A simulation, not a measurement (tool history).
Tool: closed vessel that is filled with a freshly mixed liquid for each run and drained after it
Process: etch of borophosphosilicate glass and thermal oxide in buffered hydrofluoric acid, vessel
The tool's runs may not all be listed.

| run | hour | temperature setpoint of the liquid (K) | parts of 40 % ammonium fluoride to one part of 49 % hydrofluoric acid (parts by volume) | time in the liquid (s) | thickness taken off the borophosphosilicate glass on a monitor wafer (angstrom) | thickness taken off the thermal oxide on a monitor wafer (angstrom) |
|---|---|---|---|---|---|---|
| 1 | 0.0 | 295.15 | 7.5 | 60 | 966.53 | 762.84 |
| 2 | 4.1 | 295.15 | 5.5 | 60 | 1279.80 | 1027.00 |
| 3 | 7.2 | 295.15 | 5.5 | 50 | 1082.20 | 846.84 |
| 4 | 14.7 | 293.65 | 6.0 | 50 | 925.58 | 719.55 |
| 5 | 17.4 | 292.65 | 6.0 | 50 | 881.00 | 688.88 |
| 6 | 25.7 | 292.15 | 6.5 | 50 | 794.87 | 622.83 |

Run 7 comes next. What will it give?
| 7 | 31.0 | 291.65 | 6.5 | 50 | ? | ? |

Run 7 gave thickness taken off the borophosphosilicate glass on a monitor wafer (angstrom) 778.19, thickness taken off the thermal oxide on a monitor wafer (angstrom) 604.61.

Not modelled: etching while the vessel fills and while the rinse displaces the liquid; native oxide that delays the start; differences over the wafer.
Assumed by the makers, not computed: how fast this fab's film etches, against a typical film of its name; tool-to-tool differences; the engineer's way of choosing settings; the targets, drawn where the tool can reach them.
